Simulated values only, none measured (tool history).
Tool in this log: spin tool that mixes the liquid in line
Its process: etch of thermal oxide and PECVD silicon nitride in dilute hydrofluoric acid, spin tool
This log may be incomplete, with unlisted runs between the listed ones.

run	hour	temperature setpoint of the liquid (°C)	parts of water to one part of 49 % hydrofluoric acid (parts by volume)	time under the liquid (s)	thickness taken off the thermal oxide on a monitor wafer (angstrom)	thickness taken off the PECVD silicon nitride on a monitor wafer (angstrom)
1	0.0	20.0	245	180	23.378	28.831
2	9.0	20.0	205	180	28.469	34.781
3	12.3	20.0	155	180	40.012	45.202
4	18.2	20.0	105	180	62.148	66.163
5	26.4	20.0	150	180	42.600	46.638
6	29.9	20.0	195	180	31.457	36.248
7	32.6	21.5	100	235	91.634	100.750
8	37.7	21.0	90	230	99.492	103.860
9	45.9	20.5	85	230	99.850	108.230
10	52.4	20.0	80	225	109.750	107.600

Run 11 is up next; what results do you expect?
11	59.8	19.5	85	225	?	?

Run 11 yielded thickness taken off the thermal oxide on a monitor wafer (angstrom) 98.095, thickness taken off the PECVD silicon nitride on a monitor wafer (angstrom) 97.743.

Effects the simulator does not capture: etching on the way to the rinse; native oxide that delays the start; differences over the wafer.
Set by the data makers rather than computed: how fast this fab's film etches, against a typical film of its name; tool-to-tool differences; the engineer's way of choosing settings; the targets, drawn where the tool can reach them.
